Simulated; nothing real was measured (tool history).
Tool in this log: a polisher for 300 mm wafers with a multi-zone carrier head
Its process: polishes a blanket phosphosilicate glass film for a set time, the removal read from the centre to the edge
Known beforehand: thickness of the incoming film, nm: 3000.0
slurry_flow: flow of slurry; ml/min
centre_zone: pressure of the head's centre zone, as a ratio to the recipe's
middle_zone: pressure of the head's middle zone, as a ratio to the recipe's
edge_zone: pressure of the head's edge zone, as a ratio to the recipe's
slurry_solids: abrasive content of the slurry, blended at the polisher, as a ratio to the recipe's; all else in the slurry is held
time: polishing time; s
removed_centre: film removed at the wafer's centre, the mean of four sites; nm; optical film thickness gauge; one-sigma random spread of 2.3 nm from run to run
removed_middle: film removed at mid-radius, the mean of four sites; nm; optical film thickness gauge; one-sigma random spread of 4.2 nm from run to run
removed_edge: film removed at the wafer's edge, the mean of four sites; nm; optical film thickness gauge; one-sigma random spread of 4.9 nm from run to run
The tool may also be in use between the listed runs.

| run | day | slurry_flow | centre_zone | middle_zone | edge_zone | slurry_solids | time | removed_centre | removed_middle | removed_edge |
|---|---|---|---|---|---|---|---|---|---|---|
| 1 | 0 | 135 | 1 | 1 | 1 | 1 | 65 | 607.39 | 613.12 | 628.79 |
| 2 | 0.121 | 135 | 1 | 1 | 1 | 1 | 75 | 695.19 | 711.52 | 729 |
| 3 | 0.217 | 130 | 0.97 | 0.98 | 0.98 | 0.9 | 71 | 613.52 | 633.61 | 643.76 |
| 4 | 0.417 | 130 | 0.97 | 0.98 | 0.98 | 0.7 | 71 | 547.38 | 555.05 | 575.1 |
| 5 | 0.671 | 130 | 1.03 | 0.98 | 0.98 | 0.7 | 71 | 579.61 | 558.64 | 584.41 |
| 6 | 0.879 | 130 | 0.98 | 0.98 | 0.98 | 0.7 | 71 | 551.95 | 569.73 | 583.81 |
| 7 | 0.904 | 95 | 0.88 | 0.88 | 0.88 | 0.5 | 53 | 284.47 | 299.31 | 333.55 |

The next listed run, before its measurement:
| 8 | 0.925 | 105 | 0.88 | 0.89 | 0.89 | 0.5 | 53 | ? | ? | ? |

removed_centre: 291.13 nm
removed_middle: 315.89 nm
removed_edge: 340.03 nm
